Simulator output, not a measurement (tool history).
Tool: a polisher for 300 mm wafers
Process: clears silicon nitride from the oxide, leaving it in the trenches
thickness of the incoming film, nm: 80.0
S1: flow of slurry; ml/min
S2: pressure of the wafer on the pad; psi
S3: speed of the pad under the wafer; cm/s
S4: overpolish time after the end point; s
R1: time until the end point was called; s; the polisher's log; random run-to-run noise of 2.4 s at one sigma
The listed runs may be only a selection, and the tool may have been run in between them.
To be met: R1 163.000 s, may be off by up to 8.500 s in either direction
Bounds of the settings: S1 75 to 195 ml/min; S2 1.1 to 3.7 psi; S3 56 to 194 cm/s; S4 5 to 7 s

run 1 hour=0.0 | S1=125 S2=2.4 S3=124 S4=7 | R1=99.946
run 2 hour=4.9 | S1=125 S2=2.3 S3=124 S4=7 | R1=101.000
run 3 hour=12.4 | S1=125 S2=2.5 S3=124 S4=7 | R1=98.485
run 4 hour=15.1 | S1=125 S2=2.5 S3=152 S4=7 | R1=81.954
run 5 hour=18.3 | S1=125 S2=2.3 S3=148 S4=7 | R1=90.349
-- hour=22.5 slurry nozzle cleaned
run 6 hour=22.5 | S1=125 S2=2.2 S3=144 S4=7 | R1=90.205
run 7 hour=30.6 | S1=125 S2=2.1 S3=136 S4=7 | R1=96.279
run 8 hour=36.5 | S1=125 S2=2.0 S3=128 S4=7 | R1=103.870
run 9 hour=43.9 | S1=115 S2=1.4 S3=110 S4=7 | R1=148.750
run 10 hour=50.5 | S1=115 S2=1.1 S3=108 S4=7 | R1=176.320

Which of these 5 next moves meets every target?
run A hour=57.1 | S1=130 S2=1.3 S3=124 S4=5 | R1=?
run B hour=57.1 | S1=100 S2=1.5 S3=98 S4=5 | R1=?
run C hour=57.1 | S1=115 S2=1.3 S3=130 S4=5 | R1=?
run D hour=57.1 | S1=100 S2=1.1 S3=88 S4=7 | R1=?
run E hour=57.1 | S1=115 S2=1.1 S3=96 S4=7 | R1=?

move=A R1=139.380
move=B R1=160.610
move=C R1=137.220
move=D R1=209.420
move=E R1=191.160
A: the result that was furthest off in the last run now lies on the other side of its target
B: all results land within tolerance of their targets
C: the result that was furthest off in the last run now lies on the other side of its target
D: the biggest miss grows against the last run
E: the biggest miss grows against the last run
Go with B: it meets all targets.
